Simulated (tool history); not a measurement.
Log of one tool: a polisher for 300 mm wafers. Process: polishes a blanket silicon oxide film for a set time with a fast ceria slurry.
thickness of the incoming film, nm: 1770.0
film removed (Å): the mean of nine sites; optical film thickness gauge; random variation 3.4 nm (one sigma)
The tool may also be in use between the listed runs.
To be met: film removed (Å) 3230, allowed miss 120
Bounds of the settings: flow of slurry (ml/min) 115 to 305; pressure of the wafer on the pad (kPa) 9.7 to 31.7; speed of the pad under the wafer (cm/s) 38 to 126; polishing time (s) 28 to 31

| run | hour | flow of slurry (ml/min) | pressure of the wafer on the pad (kPa) | speed of the pad under the wafer (cm/s) | polishing time (s) | film removed (Å) |
|---|---|---|---|---|---|---|
| 1 | 0 | 195 | 20.7 | 82 | 31 | 4048.9 |
| 2 | 1 | 195 | 20.7 | 82 | 28 | 3684.3 |
| 3 | 5.1 | 195 | 20 | 82 | 28 | 3567.6 |
| 4 | 6 | 195 | 22.8 | 82 | 28 | 4047.6 |
| 5 | 8 | 195 | 26.9 | 82 | 28 | 4537.6 |
| 6 | 15.1 | 195 | 24.1 | 82 | 28 | 4073.4 |
| 7 | 18.7 | 195 | 22.1 | 82 | 28 | 3944.4 |
| 8 | 26.9 | 195 | 20.7 | 82 | 28 | 3669.3 |
| 9 | 28.8 | 195 | 20 | 82 | 28 | 3593.8 |
| 10 | 34.6 | 195 | 19.3 | 82 | 28 | 3428.5 |
| 11 | 42.1 | 190 | 18.6 | 82 | 28 | 3420 |

Which of these 5 next moves meets every target?
| A | 49.6 | 140 | 17.2 | 74 | 30 | ? |
| B | 49.6 | 210 | 14.5 | 84 | 28 | ? |
| C | 49.6 | 180 | 19.3 | 70 | 30 | ? |
| D | 49.6 | 180 | 18.6 | 66 | 30 | ? |
| E | 49.6 | 195 | 15.2 | 72 | 31 | ? |

| move | film removed (Å) |
|---|---|
| A | 2946.7 |
| B | 2883.6 |
| C | 3140.1 |
| D | 2886.6 |
| E | 2818.5 |
A: takes the result that was furthest off past its target
B: takes the result that was furthest off past its target
C: meets every target
D: takes the result that was furthest off past its target
E: takes the result that was furthest off past its target
The right move is C.
